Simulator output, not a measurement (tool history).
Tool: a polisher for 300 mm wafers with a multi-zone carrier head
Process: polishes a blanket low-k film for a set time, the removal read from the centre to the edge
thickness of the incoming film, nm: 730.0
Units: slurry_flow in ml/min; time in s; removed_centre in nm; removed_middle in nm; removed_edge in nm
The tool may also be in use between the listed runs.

| run | day | slurry_flow | centre_zone | middle_zone | edge_zone | slurry_solids | time | removed_centre | removed_middle | removed_edge |
|---|---|---|---|---|---|---|---|---|---|---|
| 1 | 0.000 | 250 | 1.00 | 1.00 | 1.00 | 1.00 | 39 | 17.302 | 17.450 | 17.917 |
| 2 | 0.375 | 250 | 1.00 | 1.08 | 1.00 | 1.00 | 39 | 16.963 | 18.359 | 17.952 |
| 3 | 0.629 | 245 | 0.99 | 1.05 | 0.98 | 0.90 | 38 | 15.949 | 16.839 | 16.383 |
| 4 | 0.967 | 245 | 0.99 | 1.05 | 0.98 | 0.90 | 44 | 18.540 | 19.480 | 18.920 |
| 5 | 1.175 | 245 | 1.04 | 1.05 | 0.98 | 0.90 | 44 | 19.663 | 19.621 | 19.100 |
| 6 | 1.204 | 240 | 1.01 | 1.02 | 0.96 | 0.85 | 42 | 17.755 | 18.042 | 17.675 |
| 7 | 1.462 | 240 | 1.01 | 1.00 | 0.95 | 0.80 | 40 | 16.502 | 16.655 | 16.600 |
| 8 | 1.825 | 220 | 1.03 | 0.90 | 0.85 | 0.55 | 29 | 10.843 | 10.111 | 10.298 |
| 9 | 1.854 | 235 | 1.03 | 0.91 | 0.87 | 0.55 | 29 | 10.928 | 10.195 | 10.506 |
| 10 | 2.142 | 245 | 1.03 | 0.92 | 0.88 | 0.55 | 29 | 11.004 | 10.379 | 10.554 |
| 11 | 2.458 | 255 | 1.03 | 0.93 | 0.90 | 0.55 | 29 | 11.022 | 10.471 | 10.661 |
| 12 | 2.529 | 260 | 1.03 | 0.93 | 0.91 | 0.55 | 29 | 11.138 | 10.541 | 10.681 |

The next listed run, before its measurement:
| 13 | 2.867 | 265 | 1.03 | 0.93 | 0.93 | 0.55 | 29 | ? | ? | ? |

{"run 13": {"removed_centre": 11.054, "removed_middle": 10.481, "removed_edge": 10.876}}
